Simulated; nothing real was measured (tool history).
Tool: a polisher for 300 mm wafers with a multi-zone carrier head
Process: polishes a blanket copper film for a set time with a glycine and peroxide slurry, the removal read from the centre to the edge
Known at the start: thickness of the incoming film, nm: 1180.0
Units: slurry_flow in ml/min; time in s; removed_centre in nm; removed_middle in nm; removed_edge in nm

Run 1, hour 0.0: slurry_flow 250 ml/min, centre_zone 1.00, middle_zone 1.00, edge_zone 1.00, time 62 s. Result: removed_centre 363.66 nm, removed_middle 354.12 nm, removed_edge 359.43 nm.
Run 2, hour 4.7: slurry_flow 250 ml/min, centre_zone 1.05, middle_zone 1.00, edge_zone 1.00, time 62 s. Result: removed_centre 387.83 nm, removed_middle 353.40 nm, removed_edge 358.16 nm.
Run 3, hour 5.3: slurry_flow 255 ml/min, centre_zone 1.03, middle_zone 1.04, edge_zone 1.03, time 65 s. Result: removed_centre 398.37 nm, removed_middle 384.51 nm, removed_edge 385.21 nm.
Run 4, hour 14.0: slurry_flow 265 ml/min, centre_zone 1.01, middle_zone 1.08, edge_zone 1.04, time 67 s. Result: removed_centre 399.62 nm, removed_middle 415.53 nm, removed_edge 398.18 nm.
Run 5, hour 19.2: slurry_flow 265 ml/min, centre_zone 1.01, middle_zone 1.13, edge_zone 1.04, time 67 s. Result: removed_centre 411.49 nm, removed_middle 429.21 nm, removed_edge 394.02 nm.
Run 6, hour 25.0: slurry_flow 265 ml/min, centre_zone 0.94, middle_zone 1.13, edge_zone 1.04, time 67 s. Result: removed_centre 376.45 nm, removed_middle 434.12 nm, removed_edge 388.72 nm.
Run 7, hour 29.6: slurry_flow 270 ml/min, centre_zone 0.94, middle_zone 1.14, edge_zone 1.07, time 69 s. Result: removed_centre 383.53 nm, removed_middle 450.28 nm, removed_edge 400.84 nm.

Forecast run 8:
Run 8, hour 36.8: slurry_flow 270 ml/min, centre_zone 0.94, middle_zone 1.14, edge_zone 1.09, time 71 s. Result: removed_centre ?, removed_middle ?, removed_edge ?.

Run 8 gave removed_centre 400.25 nm, removed_middle 464.24 nm, removed_edge 439.19 nm.

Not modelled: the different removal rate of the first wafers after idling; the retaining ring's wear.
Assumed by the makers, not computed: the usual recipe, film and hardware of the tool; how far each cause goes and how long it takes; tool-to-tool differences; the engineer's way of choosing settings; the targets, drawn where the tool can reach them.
